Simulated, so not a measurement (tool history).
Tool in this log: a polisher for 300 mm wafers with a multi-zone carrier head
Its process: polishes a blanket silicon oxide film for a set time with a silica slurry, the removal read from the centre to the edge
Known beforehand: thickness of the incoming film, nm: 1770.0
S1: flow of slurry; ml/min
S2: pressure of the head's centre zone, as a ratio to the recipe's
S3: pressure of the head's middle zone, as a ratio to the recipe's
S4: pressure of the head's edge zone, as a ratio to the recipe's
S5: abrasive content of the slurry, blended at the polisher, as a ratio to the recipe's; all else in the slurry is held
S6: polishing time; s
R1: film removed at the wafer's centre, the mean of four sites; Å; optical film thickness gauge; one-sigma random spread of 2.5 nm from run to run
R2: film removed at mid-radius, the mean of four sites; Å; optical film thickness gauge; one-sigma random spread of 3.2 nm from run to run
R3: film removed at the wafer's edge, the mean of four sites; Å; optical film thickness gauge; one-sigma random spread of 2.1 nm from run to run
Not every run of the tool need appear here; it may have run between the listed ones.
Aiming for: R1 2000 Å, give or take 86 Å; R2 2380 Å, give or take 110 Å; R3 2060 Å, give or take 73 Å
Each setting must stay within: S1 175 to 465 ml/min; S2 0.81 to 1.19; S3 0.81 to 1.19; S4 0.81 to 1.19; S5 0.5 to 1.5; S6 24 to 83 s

run    day   S1    S2    S3    S4    S5  S6      R1      R2      R3
  1      0  295     1     1     1     1  53  1584.6    1584  1573.1
  2  0.329  295     1     1  0.92     1  53  1598.5  1629.9  1497.1
  3    0.4  350     1     1  0.92     1  53  1634.1  1641.5  1539.3
  4  0.617  350  0.98  1.04  0.94  1.15  54  1714.1  1928.1  1685.4
  5  0.704  350  1.02  1.04  0.94  1.15  54  1803.9  1868.5  1705.5
  6  0.775  405  1.02  1.04  0.94  1.15  54  1832.3  1888.4  1686.6
  7  1.112  395  1.01  1.06  0.97  1.25  54  1912.4  1958.8  1780.3
  8  1.204  385  0.98  1.08  0.98  1.35  55  1911.5  2102.4  1884.2
  9  1.242  385  0.98  1.08  0.98  1.35  55    1981  2121.9  1874.8
 10  1.546  375  0.95  1.09     1   1.4  56  1948.6  2253.6  1948.6
 11  1.729  370  0.94  1.09  1.01  1.45  56  1939.6  2286.9  2017.9
 12  1.967  370  0.94   1.1  1.01  1.45  56  1920.5  2241.9  1982.5

Which one of the following 4 next-run settings gets every result inside its allowed miss? There is exactly one.
  A  2.204  320   0.9  1.19  0.83  1.45  60   ?   ?   ?
  B  2.204  405  0.89   1.1     1  1.35  58   ?   ?   ?
  C  2.204  390  0.92     1  1.11   1.5  55   ?   ?   ?
  D  2.204  365  0.93  1.12  0.99   1.5  57   ?   ?   ?

move      R1      R2      R3
   A  1968.1  2590.7  1943.4
   B  1865.8  2330.6  1984.1
   C    1904  2138.1  2046.7
   D  1984.5  2406.3  2015.8
A: takes the result that was furthest off past its target
B: meets the target for the result that was furthest off, but another lies outside its allowed miss
C: misses by more than the last run did
D: in spec on every target
Move D is the one to make.
